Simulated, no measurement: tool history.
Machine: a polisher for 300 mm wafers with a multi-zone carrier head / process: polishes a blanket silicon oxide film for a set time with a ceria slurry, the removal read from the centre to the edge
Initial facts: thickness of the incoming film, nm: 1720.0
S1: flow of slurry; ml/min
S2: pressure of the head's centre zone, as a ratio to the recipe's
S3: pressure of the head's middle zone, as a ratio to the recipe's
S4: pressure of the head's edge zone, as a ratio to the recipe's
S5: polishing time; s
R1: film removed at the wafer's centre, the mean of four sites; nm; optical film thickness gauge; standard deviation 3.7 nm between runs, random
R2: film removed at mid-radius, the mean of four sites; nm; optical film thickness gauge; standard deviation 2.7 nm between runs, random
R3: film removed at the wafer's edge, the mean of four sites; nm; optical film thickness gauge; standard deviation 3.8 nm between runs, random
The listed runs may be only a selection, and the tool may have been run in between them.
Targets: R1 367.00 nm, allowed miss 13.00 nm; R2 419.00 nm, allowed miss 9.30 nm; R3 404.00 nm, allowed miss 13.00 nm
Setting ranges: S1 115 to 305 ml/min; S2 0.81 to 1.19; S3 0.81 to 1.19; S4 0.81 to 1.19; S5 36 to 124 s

run 1 hour=0.0 | S1=195 S2=1.00 S3=1.00 S4=1.00 S5=79 | R1=287.46 R2=303.36 R3=303.86
run 2 hour=7.9 | S1=195 S2=1.00 S3=0.95 S4=1.00 S5=79 | R1=289.95 R2=288.47 R3=300.33
run 3 hour=10.5 | S1=225 S2=1.00 S3=0.95 S4=1.00 S5=79 | R1=294.55 R2=298.30 R3=305.32
run 4 hour=18.1 | S1=260 S2=1.00 S3=0.95 S4=1.00 S5=79 | R1=299.01 R2=299.08 R3=308.58
run 5 hour=20.4 | S1=260 S2=1.01 S3=0.99 S4=1.03 S5=82 | R1=321.15 R2=325.80 R3=329.09
run 6 hour=25.4 | S1=260 S2=0.94 S3=0.99 S4=1.03 S5=82 | R1=289.94 R2=324.68 R3=329.16
run 7 hour=31.8 | S1=260 S2=0.96 S3=1.02 S4=1.06 S5=84 | R1=305.05 R2=340.31 R3=341.33
run 8 hour=37.6 | S1=260 S2=0.97 S3=1.04 S4=1.08 S5=86 | R1=314.36 R2=352.83 R3=351.89
run 9 hour=39.3 | S1=285 S2=1.03 S3=1.14 S4=1.17 S5=96 | R1=377.92 R2=433.61 R3=409.53

4 next moves are on the table. One of them brings every result within its allowed miss. Which?
run A hour=41.0 | S1=290 S2=0.93 S3=1.02 S4=1.19 S5=102 | R1=? R2=? R3=?
run B hour=41.0 | S1=250 S2=1.06 S3=1.10 S4=1.08 S5=92 | R1=? R2=? R3=?
run C hour=41.0 | S1=275 S2=1.02 S3=1.14 S4=1.19 S5=94 | R1=? R2=? R3=?
run D hour=41.0 | S1=260 S2=0.96 S3=1.07 S4=1.15 S5=101 | R1=? R2=? R3=?

move=A R1=361.38 R2=423.29 R3=441.34
move=B R1=365.25 R2=400.19 R3=373.55
move=C R1=363.54 R2=426.33 R3=404.32
move=D R1=364.70 R2=431.28 R3=425.10
A: meets the target for the result that was furthest off, but another lies outside its allowed miss
B: pushes the last run's worst result past its target
C: all results land within tolerance of their targets
D: about the same distance from the targets as the last run
The right move is C.
